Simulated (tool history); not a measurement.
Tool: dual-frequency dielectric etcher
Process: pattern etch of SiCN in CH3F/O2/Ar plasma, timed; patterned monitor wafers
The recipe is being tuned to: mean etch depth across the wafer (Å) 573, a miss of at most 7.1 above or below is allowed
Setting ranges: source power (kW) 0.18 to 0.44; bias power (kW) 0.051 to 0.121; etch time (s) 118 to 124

run    day  source power (kW)  bias power (kW)  etch time (s)  mean etch depth across the wafer (Å)
  1      0               0.31            0.086            118                                450.25
  2  0.154               0.31            0.099            118                                 474.2
  3  0.279               0.34            0.101            118                                494.83
  4  0.533               0.34            0.088            118                                473.06
  5  0.808               0.34            0.088            118                                469.76
     1.108  -- wet clean of the chamber
  6  1.108               0.29            0.088            118                                457.09
  7  1.238               0.31            0.095            119                                486.17
  8  1.275               0.33              0.1            119                                510.15
  9  1.575               0.35            0.101            119                                524.55
 10  1.654               0.36            0.101            119                                530.55
 11  1.725               0.37            0.101            119                                536.64
 12  2.046               0.38            0.101            119                                541.99
 13    2.4               0.38            0.101            119                                542.57
 14  2.604               0.39            0.101            119                                549.64
 15  2.921                0.4            0.101            119                                556.17
 16  3.158               0.41            0.101            119                                558.57

Which of these 4 next moves meets every target?
  A  3.396               0.42            0.097            118                                     ?
  B  3.396               0.44            0.101            122                                     ?
  C  3.396               0.44            0.095            124                                     ?
  D  3.396               0.39            0.105          122.5                                     ?

move  mean etch depth across the wafer (Å)
   A                                553.71
   B                                591.45
   C                                589.26
   D                                572.09
A: further off than the last run
B: pushes the last run's worst result past its target
C: pushes the last run's worst result past its target
D: in spec on every target
Move D is the one to make.
